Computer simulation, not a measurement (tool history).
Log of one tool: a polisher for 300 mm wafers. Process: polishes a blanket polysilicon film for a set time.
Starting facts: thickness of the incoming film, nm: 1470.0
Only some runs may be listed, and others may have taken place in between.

run  hour  flow of slurry (ml/min)  pressure of the wafer on the pad (kPa)  speed of the pad under the wafer (m/s)  polishing time (s)  film removed (Å)
  1     0                      270                                    14.5                                    1.14                  49            2880.3
  2   5.7                      270                                    13.1                                    1.14                  49            2641.4
  3   7.6                      305                                    13.1                                    1.14                  49            2714.8
  4  14.6                      345                                    13.1                                    1.14                  49            2701.4
     21.3  -- worn pad replaced by a new one
  5  21.3                      345                                    11.7                                    1.12                  49            2541.5
  6  27.2                      345                                    11.7                                    1.28                  49            2916.4
  7  32.6                      340                                    10.3                                     1.2                  49            2434.7

Forecast run 8:
  8  38.8                      325                                     9.7                                    1.16                  49                 ?

film removed (Å): 2202.3
